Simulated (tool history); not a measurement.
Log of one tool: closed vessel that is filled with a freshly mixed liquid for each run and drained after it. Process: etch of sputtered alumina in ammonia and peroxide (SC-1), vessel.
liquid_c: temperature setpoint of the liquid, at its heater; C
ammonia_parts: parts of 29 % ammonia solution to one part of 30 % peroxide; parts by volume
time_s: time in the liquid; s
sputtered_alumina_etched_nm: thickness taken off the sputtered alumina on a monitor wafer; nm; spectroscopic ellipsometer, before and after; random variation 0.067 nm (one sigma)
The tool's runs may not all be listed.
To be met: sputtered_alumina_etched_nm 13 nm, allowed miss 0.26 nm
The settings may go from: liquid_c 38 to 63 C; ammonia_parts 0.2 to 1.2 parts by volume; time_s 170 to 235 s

run	hour	liquid_c	ammonia_parts	time_s	sputtered_alumina_etched_nm
1	0	47	1	235	11.086
2	3.5	47.5	1	235	11.356
3	8.7	47.5	1	235	11.4
4	16.6	43.5	1	235	9.1156
5	25.4	43.5	1	170	6.5156
6	31.7	38	1	170	4.7854
7	39.4	46	1.05	170	7.6271
8	47.7	47	1.05	170	8.0981
9	54.8	48	1.05	170	8.4918

4 next moves are on the table. One of them brings every result within its allowed miss. Which?
A	61.9	56.5	0.6	215	?
B	61.9	47.5	1.05	200	?
C	61.9	53	1.2	225	?
D	61.9	52	0.75	215	?

move	sputtered_alumina_etched_nm
A	16.242
B	9.7806
C	15.068
D	13.047
A: takes the result that was furthest off past its target
B: nearer than the last run, and not there yet
C: takes the result that was furthest off past its target
D: meets every target
Answer: D
